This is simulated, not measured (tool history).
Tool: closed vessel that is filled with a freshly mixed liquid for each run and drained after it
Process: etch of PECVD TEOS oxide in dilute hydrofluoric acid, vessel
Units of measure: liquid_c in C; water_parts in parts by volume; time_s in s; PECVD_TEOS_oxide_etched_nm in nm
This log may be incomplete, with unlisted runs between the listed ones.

run,hour,liquid_c,water_parts,time_s,PECVD_TEOS_oxide_etched_nm
1,0.0,22.0,235,30,1.62680
2,6.2,20.5,260,30,1.38470
3,14.3,22.0,260,30,1.42370
4,19.6,21.0,280,30,1.28730
5,24.4,21.0,330,30,1.03000
6,32.0,20.0,335,30,0.98866
7,40.4,17.0,350,30,0.83615

Run 8 has not been measured yet. What should we expect?
8,41.7,17.5,350,30,?

Run 8 gave PECVD_TEOS_oxide_etched_nm 0.84516 nm.
